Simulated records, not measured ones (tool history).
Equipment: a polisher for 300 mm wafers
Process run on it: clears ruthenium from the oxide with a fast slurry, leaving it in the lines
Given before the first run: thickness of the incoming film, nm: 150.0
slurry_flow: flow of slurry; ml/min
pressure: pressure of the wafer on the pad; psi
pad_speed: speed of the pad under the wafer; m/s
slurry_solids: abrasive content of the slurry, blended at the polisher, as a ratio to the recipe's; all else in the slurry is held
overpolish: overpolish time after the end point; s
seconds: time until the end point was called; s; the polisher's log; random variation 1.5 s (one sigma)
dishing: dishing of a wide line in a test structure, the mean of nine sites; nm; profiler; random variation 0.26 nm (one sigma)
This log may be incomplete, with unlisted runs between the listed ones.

run  hour  slurry_flow  pressure  pad_speed  slurry_solids  overpolish  seconds  dishing
  1   0.0          235       3.2       0.92            1.0          23   34.881   18.797
  2   6.6          235       3.2       0.92            1.1          23   33.290   18.915
  3   7.8          235       3.2       0.74            1.1          23   41.211   18.864
  4  10.2          235       3.0       0.72            1.1          23   46.283   18.996
  5  17.2          235       3.0       0.88            1.1          23   37.592   19.131
  6  22.9          255       3.0       0.88            1.1          23   37.813   18.947
  7  27.5          260       2.8       0.84            1.1          21   42.510   18.385
  8  28.9          260       2.6       0.80            1.1          22   46.055   18.998

What does the tool deliver on the next run?
  9  32.0          260       2.5       0.76            1.1          20        ?        ?

seconds: 50.875 s
dishing: 18.124 nm
